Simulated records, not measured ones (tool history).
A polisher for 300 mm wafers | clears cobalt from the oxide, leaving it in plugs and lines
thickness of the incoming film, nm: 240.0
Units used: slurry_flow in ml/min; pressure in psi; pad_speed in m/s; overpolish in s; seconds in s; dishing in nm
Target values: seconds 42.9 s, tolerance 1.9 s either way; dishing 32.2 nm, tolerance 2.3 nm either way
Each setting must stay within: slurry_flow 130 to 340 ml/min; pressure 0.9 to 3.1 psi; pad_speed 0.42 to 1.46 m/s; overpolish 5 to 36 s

run  hour  slurry_flow  pressure  pad_speed  overpolish  seconds  dishing
  1     0          220         2       0.94          18   52.733   43.152
  2   0.8          220         2       0.94          23   53.192   50.113
  3   5.4          220         2       0.94          16   52.069   41.778
  4     9          220         2       0.94          10    53.13   32.105
  5  16.3          220       2.1       0.94          10   50.624   34.613
  6    21          275       2.1       0.94          10   49.872   33.874
  7    22          275       2.1       0.94           9   50.485    30.94
  8  23.4          275       2.3       0.94           8   45.369   30.944

Pick the move, out of 4, that brings all results within their allowed miss; only one does.
  A  24.8          275       2.3          1           8        ?        ?
  B  24.8          270       2.4       0.96          11        ?        ?
  C  24.8          270       2.6       0.96          10        ?        ?
  D  24.8          230       2.2       0.94          10        ?        ?

move  seconds  dishing
   A   44.215   31.705
   B   43.852   38.331
   C   40.557   37.967
   D   49.219   34.072
A: all results in spec
B: brings the last run's worst result on target, with another outside its allowed miss
C: takes the result that was furthest off past its target
D: moves away from the targets compared with the last run
Answer: A
